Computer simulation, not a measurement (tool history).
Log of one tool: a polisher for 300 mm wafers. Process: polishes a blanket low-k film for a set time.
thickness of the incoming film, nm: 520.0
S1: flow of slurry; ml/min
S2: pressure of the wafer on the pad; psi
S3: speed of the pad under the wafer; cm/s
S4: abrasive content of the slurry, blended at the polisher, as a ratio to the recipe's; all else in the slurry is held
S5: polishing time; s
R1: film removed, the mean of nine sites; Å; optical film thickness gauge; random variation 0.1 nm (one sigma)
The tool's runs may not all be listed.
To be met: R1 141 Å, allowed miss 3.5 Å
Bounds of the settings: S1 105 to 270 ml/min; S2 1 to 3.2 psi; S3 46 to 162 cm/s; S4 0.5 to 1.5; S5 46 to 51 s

Run 1, hour 0: S1 175 ml/min, S2 2.1 psi, S3 104 cm/s, S4 1, S5 51 s. Result: R1 271.69 Å.
Run 2, hour 3.5: S1 170 ml/min, S2 1.8 psi, S3 100 cm/s, S4 1, S5 51 s. Result: R1 224.12 Å.
Run 3, hour 8.2: S1 165 ml/min, S2 1.6 psi, S3 100 cm/s, S4 1, S5 51 s. Result: R1 201.4 Å.
Run 4, hour 11.6: S1 160 ml/min, S2 1.4 psi, S3 100 cm/s, S4 1, S5 51 s. Result: R1 176.55 Å.
Run 5, hour 20: S1 150 ml/min, S2 1.3 psi, S3 100 cm/s, S4 1, S5 51 s. Result: R1 162.68 Å.
Run 6, hour 21.1: S1 150 ml/min, S2 1.3 psi, S3 100 cm/s, S4 1, S5 51 s. Result: R1 162.72 Å.
Run 7, hour 27.2: S1 130 ml/min, S2 1 psi, S3 100 cm/s, S4 1, S5 51 s. Result: R1 123.57 Å.
Run 8, hour 28.1: S1 140 ml/min, S2 1 psi, S3 100 cm/s, S4 1, S5 51 s. Result: R1 124.11 Å.
Run 9, hour 31.3: S1 155 ml/min, S2 1 psi, S3 100 cm/s, S4 1, S5 51 s. Result: R1 127.09 Å.
Run 10, hour 34.1: S1 160 ml/min, S2 1 psi, S3 100 cm/s, S4 1, S5 51 s. Result: R1 127.43 Å.
Run 11, hour 38.3: S1 205 ml/min, S2 1.2 psi, S3 100 cm/s, S4 1, S5 51 s. Result: R1 158.58 Å.
Run 12, hour 39.7: S1 190 ml/min, S2 1.2 psi, S3 100 cm/s, S4 1, S5 51 s. Result: R1 154.19 Å.
Run 13, hour 47.9: S1 190 ml/min, S2 1.2 psi, S3 100 cm/s, S4 1, S5 51 s. Result: R1 156.43 Å.
Run 14, hour 53.3: S1 175 ml/min, S2 1.2 psi, S3 100 cm/s, S4 1, S5 51 s. Result: R1 154.86 Å.
Run 15, hour 54.3: S1 165 ml/min, S2 1.2 psi, S3 100 cm/s, S4 1, S5 51 s. Result: R1 151.93 Å.
Run 16, hour 59.1: S1 155 ml/min, S2 1.2 psi, S3 100 cm/s, S4 1, S5 51 s. Result: R1 153.58 Å.
Run 17, hour 63.1: S1 150 ml/min, S2 1.2 psi, S3 100 cm/s, S4 1, S5 51 s. Result: R1 149.65 Å.
Run 18, hour 67.9: S1 145 ml/min, S2 1.2 psi, S3 100 cm/s, S4 1, S5 51 s. Result: R1 148.56 Å.
Run 19, hour 75.9: S1 140 ml/min, S2 1.2 psi, S3 100 cm/s, S4 1, S5 51 s. Result: R1 147.37 Å.
Run 20, hour 80.7: S1 135 ml/min, S2 1.2 psi, S3 100 cm/s, S4 1, S5 51 s. Result: R1 147.36 Å.

Which of these 4 next moves meets every target?
Run A, hour 85.5: S1 150 ml/min, S2 1.3 psi, S3 94 cm/s, S4 1, S5 49 s. Result: R1 ?.
Run B, hour 85.5: S1 130 ml/min, S2 1.6 psi, S3 84 cm/s, S4 0.85, S5 46 s. Result: R1 ?.
Run C, hour 85.5: S1 135 ml/min, S2 1.3 psi, S3 102 cm/s, S4 1, S5 51 s. Result: R1 ?.
Run D, hour 85.5: S1 120 ml/min, S2 1.3 psi, S3 98 cm/s, S4 0.95, S5 51 s. Result: R1 ?.

move      R1
   A  149.82
   B  141.64
   C     160
   D   147.6
A: further off than the last run
B: meets every target
C: further off than the last run
D: as far off as the last run
The right move is B.
